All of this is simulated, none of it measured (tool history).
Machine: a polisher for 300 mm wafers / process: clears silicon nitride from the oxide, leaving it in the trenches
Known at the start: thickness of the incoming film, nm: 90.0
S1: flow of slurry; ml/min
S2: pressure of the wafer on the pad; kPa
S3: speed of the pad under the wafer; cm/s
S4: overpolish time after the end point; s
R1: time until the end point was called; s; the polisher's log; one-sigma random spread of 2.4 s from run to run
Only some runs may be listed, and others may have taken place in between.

Run 1, day 0: S1 270 ml/min, S2 14.5 kPa, S3 116 cm/s, S4 24 s. Result: R1 132.63 s.
Run 2, day 0.125: S1 270 ml/min, S2 13.1 kPa, S3 116 cm/s, S4 24 s. Result: R1 146.51 s.
Run 3, day 0.304: S1 270 ml/min, S2 13.1 kPa, S3 116 cm/s, S4 25 s. Result: R1 146.34 s.
Run 4, day 0.496: S1 270 ml/min, S2 11.7 kPa, S3 116 cm/s, S4 25 s. Result: R1 163.01 s.
Run 5, day 0.638: S1 270 ml/min, S2 11.7 kPa, S3 126 cm/s, S4 25 s. Result: R1 153.47 s.
Run 6, day 0.717: S1 270 ml/min, S2 11.7 kPa, S3 126 cm/s, S4 24 s. Result: R1 151.56 s.
Run 7, day 0.871: S1 270 ml/min, S2 11 kPa, S3 124 cm/s, S4 24 s. Result: R1 162.2 s.
Run 8, day 1.033: S1 270 ml/min, S2 10.3 kPa, S3 124 cm/s, S4 24 s. Result: R1 175.92 s.
Run 9, day 1.1: S1 270 ml/min, S2 6.9 kPa, S3 122 cm/s, S4 24 s. Result: R1 257.46 s.

Run 10 is up next; what results do you expect?
Run 10, day 1.271: S1 270 ml/min, S2 7.6 kPa, S3 122 cm/s, S4 24 s. Result: R1 ?.

R1: 237.36 s
